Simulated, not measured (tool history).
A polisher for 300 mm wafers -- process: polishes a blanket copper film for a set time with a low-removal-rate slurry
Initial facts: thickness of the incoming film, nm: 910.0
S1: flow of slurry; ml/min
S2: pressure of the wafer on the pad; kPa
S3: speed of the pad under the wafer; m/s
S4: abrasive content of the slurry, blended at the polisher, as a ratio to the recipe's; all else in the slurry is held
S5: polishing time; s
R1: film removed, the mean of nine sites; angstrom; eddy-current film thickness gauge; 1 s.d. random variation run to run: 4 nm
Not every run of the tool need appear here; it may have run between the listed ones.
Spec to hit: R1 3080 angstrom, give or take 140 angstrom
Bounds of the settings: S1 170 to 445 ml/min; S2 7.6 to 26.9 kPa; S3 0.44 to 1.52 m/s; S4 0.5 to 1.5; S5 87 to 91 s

run	hour	S1	S2	S3	S4	S5	R1
1	0	285	17.2	0.98	1	87	1963
2	8.7	255	17.2	0.98	1	87	1923.4
3	13.5	255	17.2	0.98	0.9	87	1894.2
4	17.7	255	17.9	0.98	0.9	87	1937.8
5	23.9	255	21.4	0.98	0.9	87	2272.8
6	27.9	310	21.4	0.98	0.9	87	2333.2
7	35.4	310	21.4	0.98	0.9	87	2258.8
8	44	310	21.4	0.98	0.9	87	2372
9	49.7	310	22.1	0.98	0.9	87	2361.4
10	53.3	310	22.8	0.98	0.9	87	2421.4
11	55.1	310	23.4	0.98	0.9	87	2581.8
12	61.6	310	26.2	1	0.9	87	2845

Next run, 4 choices. One meets every target within its allowed miss, the rest don't. Which?
A	68.1	385	22.1	1.12	1	87	?
B	68.1	445	26.9	1.2	0.6	91	?
C	68.1	310	24.8	1.02	0.9	88	?
D	68.1	210	26.2	1.08	0.9	90	?

move	R1
A	2897.2
B	3399.6
C	2844.2
D	3086
A: nearer the targets than the last run, but a result is still out of spec
B: the result that was furthest off in the last run now lies on the other side of its target
C: roughly where the last run was
D: all results land within tolerance of their targets
D meets every target.
